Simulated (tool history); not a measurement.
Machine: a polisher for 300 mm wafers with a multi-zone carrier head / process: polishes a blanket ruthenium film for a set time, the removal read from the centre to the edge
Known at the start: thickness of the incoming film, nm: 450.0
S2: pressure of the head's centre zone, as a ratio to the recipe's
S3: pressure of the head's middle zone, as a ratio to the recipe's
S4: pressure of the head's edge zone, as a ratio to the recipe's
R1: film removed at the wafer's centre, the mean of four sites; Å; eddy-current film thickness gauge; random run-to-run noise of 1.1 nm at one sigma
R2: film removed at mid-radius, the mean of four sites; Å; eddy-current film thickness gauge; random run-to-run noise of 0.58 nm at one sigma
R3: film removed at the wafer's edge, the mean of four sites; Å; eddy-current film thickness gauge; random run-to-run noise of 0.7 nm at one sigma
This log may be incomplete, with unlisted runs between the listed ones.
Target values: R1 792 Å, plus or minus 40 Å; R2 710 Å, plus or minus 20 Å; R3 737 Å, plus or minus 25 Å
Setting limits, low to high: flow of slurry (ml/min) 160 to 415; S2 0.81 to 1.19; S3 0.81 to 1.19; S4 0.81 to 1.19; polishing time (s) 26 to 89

run 1 hour=0 | flow_of_slurry_(ml/min)=265 S2=1 S3=1 S4=1 polishing_time_(s)=57 | R1=1243.4 R2=1231.1 R3=1190.5
run 2 hour=5.8 | flow_of_slurry_(ml/min)=265 S2=1.04 S3=1 S4=1 polishing_time_(s)=57 | R1=1246.3 R2=1222.1 R3=1205.8
run 3 hour=14 | flow_of_slurry_(ml/min)=255 S2=1.02 S3=0.96 S4=0.97 polishing_time_(s)=50 | R1=1072.8 R2=1009.8 R3=1035.4
run 4 hour=20.1 | flow_of_slurry_(ml/min)=255 S2=0.95 S3=0.96 S4=0.97 polishing_time_(s)=50 | R1=1027.1 R2=1014.1 R3=1031.6
run 5 hour=23.8 | flow_of_slurry_(ml/min)=255 S2=0.97 S3=0.95 S4=0.93 polishing_time_(s)=46 | R1=940.94 R2=923.66 R3=945.26
run 6 hour=32.6 | flow_of_slurry_(ml/min)=255 S2=0.97 S3=0.91 S4=0.93 polishing_time_(s)=46 | R1=931.97 R2=887.21 R3=933.85
run 7 hour=39.3 | flow_of_slurry_(ml/min)=260 S2=1 S3=0.91 S4=0.9 polishing_time_(s)=43 | R1=907.93 R2=838.26 R3=877.4
run 8 hour=40.3 | flow_of_slurry_(ml/min)=265 S2=1.01 S3=0.91 S4=0.88 polishing_time_(s)=41 | R1=865.21 R2=810.95 R3=829.5
run 9 hour=43.6 | flow_of_slurry_(ml/min)=250 S2=1.03 S3=0.84 S4=0.81 polishing_time_(s)=36 | R1=780.3 R2=656.89 R3=687.99
run 10 hour=51.8 | flow_of_slurry_(ml/min)=250 S2=1.03 S3=0.84 S4=0.81 polishing_time_(s)=36 | R1=751.12 R2=662.73 R3=695.8
run 11 hour=54.5 | flow_of_slurry_(ml/min)=265 S2=1.03 S3=0.85 S4=0.82 polishing_time_(s)=36 | R1=768.03 R2=668.08 R3=704.7
run 12 hour=61.2 | flow_of_slurry_(ml/min)=270 S2=1.03 S3=0.86 S4=0.83 polishing_time_(s)=36 | R1=782.74 R2=671.36 R3=697.89
run 13 hour=62.8 | flow_of_slurry_(ml/min)=265 S2=1.03 S3=0.87 S4=0.84 polishing_time_(s)=36 | R1=796.18 R2=680.49 R3=705.08
run 14 hour=65.4 | flow_of_slurry_(ml/min)=265 S2=1.03 S3=0.87 S4=0.84 polishing_time_(s)=36 | R1=763.87 R2=680.26 R3=713.18

Exercise: of the 4 proposed moves below, exactly one satisfies all targets within the stated allowed misses. Which move is it?
run A hour=68 | flow_of_slurry_(ml/min)=215 S2=1.02 S3=0.81 S4=0.93 polishing_time_(s)=36 | R1=? R2=? R3=?
run B hour=68 | flow_of_slurry_(ml/min)=285 S2=1 S3=0.85 S4=0.96 polishing_time_(s)=35 | R1=? R2=? R3=?
run C hour=68 | flow_of_slurry_(ml/min)=275 S2=1.04 S3=0.9 S4=0.9 polishing_time_(s)=36 | R1=? R2=? R3=?
run D hour=68 | flow_of_slurry_(ml/min)=315 S2=1.1 S3=0.83 S4=0.94 polishing_time_(s)=35 | R1=? R2=? R3=?

move=A R1=770.76 R2=617 R3=728.84
move=B R1=766.3 R2=643.53 R3=735.1
move=C R1=804.75 R2=691.44 R3=732.48
move=D R1=821.76 R2=636.76 R3=733.57
A: misses by more than the last run did
B: misses by more than the last run did
C: meets every target
D: misses by more than the last run did
The move that meets every target is C.

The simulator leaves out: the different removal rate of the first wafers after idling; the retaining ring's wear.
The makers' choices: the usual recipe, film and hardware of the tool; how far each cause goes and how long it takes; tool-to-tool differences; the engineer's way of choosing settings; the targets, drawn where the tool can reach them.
